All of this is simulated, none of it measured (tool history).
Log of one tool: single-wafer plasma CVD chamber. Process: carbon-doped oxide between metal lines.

| run | day | heater temperature setpoint (deg C) | chamber pressure (Pa) | RF power (kW) | deposition time (s) | mean film thickness on the monitor wafer (Å) |
|---|---|---|---|---|---|---|
| 1 | 0 | 370 | 835 | 0.46 | 13.4 | 596.23 |
| 2 | 0.158 | 370 | 835 | 0.425 | 13.4 | 553.27 |
| 3 | 0.271 | 370 | 689 | 0.425 | 13.4 | 544.11 |
| 4 | 0.338 | 371 | 663 | 0.395 | 13.3 | 499.5 |
| 5 | 0.408 | 371 | 663 | 0.395 | 12.8 | 483.24 |
| 6 | 0.667 | 371 | 663 | 0.395 | 12.8 | 481.34 |
| 7 | 0.783 | 373 | 624 | 0.385 | 12.8 | 465.45 |

Estimate the outcome of run 8 from the log above:
| 8 | 0.929 | 376 | 592 | 0.38 | 12.8 | ? |

{"run 8": {"mean film thickness on the monitor wafer (Å)": 449.17}}
